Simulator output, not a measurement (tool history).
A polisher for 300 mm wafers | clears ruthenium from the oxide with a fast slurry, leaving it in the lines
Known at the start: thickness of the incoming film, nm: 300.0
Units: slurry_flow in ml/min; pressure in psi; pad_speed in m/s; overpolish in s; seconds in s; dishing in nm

| run | day | slurry_flow | pressure | pad_speed | slurry_solids | overpolish | seconds | dishing |
|---|---|---|---|---|---|---|---|---|
| 1 | 0 | 185 | 2 | 1.3 | 1 | 16 | 80.446 | 53.202 |
| 2 | 0.346 | 190 | 1.9 | 1.26 | 1 | 14 | 86.533 | 43.823 |
| 3 | 0.558 | 195 | 1.8 | 1.24 | 1 | 12 | 93.024 | 34.953 |
| 4 | 0.717 | 200 | 1.7 | 1.24 | 1 | 11 | 94.866 | 31.197 |
| 5 | 0.758 | 200 | 1.7 | 1.04 | 1 | 11 | 114.52 | 26.111 |
| 6 | 0.846 | 200 | 1.7 | 0.8 | 1 | 11 | 150.56 | 20.839 |

Forecast run 7:
| 7 | 0.921 | 205 | 1.8 | 0.8 | 1 | 10 | ? | ? |

{"run 7": {"seconds": 142.31, "dishing": 20.163}}
